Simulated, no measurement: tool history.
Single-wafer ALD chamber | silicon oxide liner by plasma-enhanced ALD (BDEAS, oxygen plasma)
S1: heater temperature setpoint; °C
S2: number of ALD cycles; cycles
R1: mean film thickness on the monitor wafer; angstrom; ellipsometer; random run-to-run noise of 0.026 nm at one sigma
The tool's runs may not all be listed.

run,day,S1,S2,R1
1,0.000,320,84,71.276
2,0.092,320,95,81.316
3,0.225,321,88,74.917
4,0.275,315,88,75.332
5,0.525,324,88,74.377
6,0.762,324,83,70.653
7,0.825,324,80,68.019

Run 8, settings as shown, results not yet in. Your forecast:
8,1.162,324,78,?

Run 8 came out at R1 66.228 angstrom.

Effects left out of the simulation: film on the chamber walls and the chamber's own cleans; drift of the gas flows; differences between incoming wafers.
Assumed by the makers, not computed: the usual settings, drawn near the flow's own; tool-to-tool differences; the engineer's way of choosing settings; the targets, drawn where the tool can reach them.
